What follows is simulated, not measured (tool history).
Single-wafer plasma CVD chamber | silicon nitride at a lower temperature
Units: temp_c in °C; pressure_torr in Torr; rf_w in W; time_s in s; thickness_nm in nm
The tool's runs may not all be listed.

run	day	temp_c	pressure_torr	rf_w	time_s	thickness_nm
1	0.000	335	1.73	360	23.0	30.096
2	0.050	335	1.67	355	23.0	29.536
3	0.412	342	1.67	355	23.0	29.401
4	0.438	347	1.67	355	23.0	29.337
5	0.575	355	1.67	355	23.0	29.375
6	0.879	355	1.67	355	23.0	29.299
7	1.050	355	1.61	350	23.0	28.815
8	1.233	355	1.56	345	23.0	28.221
9	1.350	355	1.51	345	23.0	27.771
10	1.508	355	1.47	345	23.0	27.565
11	1.688	355	1.43	345	23.0	27.434

The next listed run, before its measurement:
12	1.833	355	1.39	345	23.0	?

{"run 12": {"thickness_nm": 26.948}}
